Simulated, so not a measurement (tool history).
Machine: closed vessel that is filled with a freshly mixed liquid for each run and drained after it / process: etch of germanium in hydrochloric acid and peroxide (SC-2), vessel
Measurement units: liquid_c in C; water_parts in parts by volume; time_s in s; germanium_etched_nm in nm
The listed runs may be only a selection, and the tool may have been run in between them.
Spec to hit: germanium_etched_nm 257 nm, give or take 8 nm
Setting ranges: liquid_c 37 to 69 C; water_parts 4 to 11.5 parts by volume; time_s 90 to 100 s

run  hour  liquid_c  water_parts  time_s  germanium_etched_nm
  1     0        53          6.5      90               395.69
  2   5.5        53            8      90               381.61
  3  13.5        53          9.5      90               385.68
  4  14.8        51          9.5      90               362.11
  5  21.6      49.5          9.5      90               343.13
  6  23.1      56.5          9.5      90               426.08
  7  31.5        54          9.5      90               398.24
  8  35.8        52          9.5      90               367.38
  9  36.8      50.5          9.5      90               354.83
 10  38.7      42.5           10      90               278.12
 11  44.3        42           10      90               271.76
 12  53.5      41.5           10      90               266.32

5 candidate next runs follow, results not yet known. Just one meets every target within its allowed miss. Identify it.
  A  62.7      42.5         10.5      90                    ?
  B  62.7      41.5         10.5      95                    ?
  C  62.7        41           10      95                    ?
  D  62.7      37.5         11.5     100                    ?
  E  62.7        43           10      90                    ?

move  germanium_etched_nm
   A               274.67
   B                280.6
   C               277.21
   D               256.42
   E               280.41
A: further off than the last run
B: further off than the last run
C: further off than the last run
D: meets every target
E: further off than the last run
Correct choice: D, which meets every target
